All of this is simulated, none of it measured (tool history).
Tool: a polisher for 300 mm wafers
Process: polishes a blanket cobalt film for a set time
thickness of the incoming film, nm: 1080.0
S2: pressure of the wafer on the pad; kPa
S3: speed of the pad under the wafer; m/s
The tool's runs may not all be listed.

run 1 hour=0.0 | flow_of_slurry_(ml/min)=185 S2=13.1 S3=1.16 polishing_time_(s)=73 | film_removed_(angstrom)=4254.0
run 2 hour=7.0 | flow_of_slurry_(ml/min)=195 S2=13.8 S3=1.16 polishing_time_(s)=73 | film_removed_(angstrom)=4498.7
run 3 hour=8.6 | flow_of_slurry_(ml/min)=205 S2=14.5 S3=1.16 polishing_time_(s)=73 | film_removed_(angstrom)=4643.9
run 4 hour=10.4 | flow_of_slurry_(ml/min)=205 S2=15.2 S3=1.16 polishing_time_(s)=73 | film_removed_(angstrom)=4759.6
run 5 hour=15.0 | flow_of_slurry_(ml/min)=205 S2=17.2 S3=1.16 polishing_time_(s)=73 | film_removed_(angstrom)=5264.8
run 6 hour=19.0 | flow_of_slurry_(ml/min)=210 S2=17.9 S3=1.16 polishing_time_(s)=73 | film_removed_(angstrom)=5448.0
run 7 hour=20.0 | flow_of_slurry_(ml/min)=210 S2=18.6 S3=1.16 polishing_time_(s)=73 | film_removed_(angstrom)=5534.4

Forecast run 8:
run 8 hour=24.0 | flow_of_slurry_(ml/min)=215 S2=19.3 S3=1.16 polishing_time_(s)=73 | film_removed_(angstrom)=?

Run 8 gave film removed (angstrom) 5772.1.
